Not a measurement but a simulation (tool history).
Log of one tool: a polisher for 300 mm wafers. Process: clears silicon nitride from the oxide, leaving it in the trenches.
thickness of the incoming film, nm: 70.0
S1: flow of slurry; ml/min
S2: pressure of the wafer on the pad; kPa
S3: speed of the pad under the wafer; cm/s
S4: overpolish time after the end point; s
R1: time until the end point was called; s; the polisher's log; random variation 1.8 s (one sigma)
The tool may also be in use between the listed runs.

run	hour	S1	S2	S3	S4	R1
1	0.0	285	20.7	82	4	82.329
2	7.7	285	20.7	94	4	70.929
3	10.7	285	20.7	86	4	78.769
4	15.6	285	20.7	74	4	87.276
5	22.4	285	19.3	74	4	93.192
6	29.7	285	22.1	74	4	80.619
7	33.0	285	20.7	74	4	90.062
8	38.5	285	20.0	74	4	90.094

Forecast run 9:
9	43.4	285	19.3	74	4	?

Run 9 gave R1 96.474 s.

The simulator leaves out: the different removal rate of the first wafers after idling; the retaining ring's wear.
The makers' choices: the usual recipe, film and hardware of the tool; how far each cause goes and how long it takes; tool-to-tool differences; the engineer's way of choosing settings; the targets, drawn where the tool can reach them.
